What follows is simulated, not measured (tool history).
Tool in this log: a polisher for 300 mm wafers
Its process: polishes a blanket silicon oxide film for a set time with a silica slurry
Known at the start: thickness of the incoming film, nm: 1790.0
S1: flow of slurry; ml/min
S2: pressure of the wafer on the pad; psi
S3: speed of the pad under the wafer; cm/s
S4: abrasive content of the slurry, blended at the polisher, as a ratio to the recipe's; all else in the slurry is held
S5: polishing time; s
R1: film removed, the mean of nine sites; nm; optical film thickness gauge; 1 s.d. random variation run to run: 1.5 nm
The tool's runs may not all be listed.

run	hour	S1	S2	S3	S4	S5	R1
1	0.0	135	4.8	146	1.0	36	179.68
2	6.3	120	4.8	146	1.0	36	176.04
3	9.1	120	4.8	146	0.9	36	164.51
4	16.8	120	4.4	144	0.9	36	149.00
5	21.2	120	4.4	166	0.9	36	160.98
6	25.7	120	4.4	166	0.9	32	140.11
7	29.8	120	4.2	166	0.9	32	133.14

Expected results for the next run?
8	30.6	120	4.1	166	0.9	32	?

R1: 134.46 nm
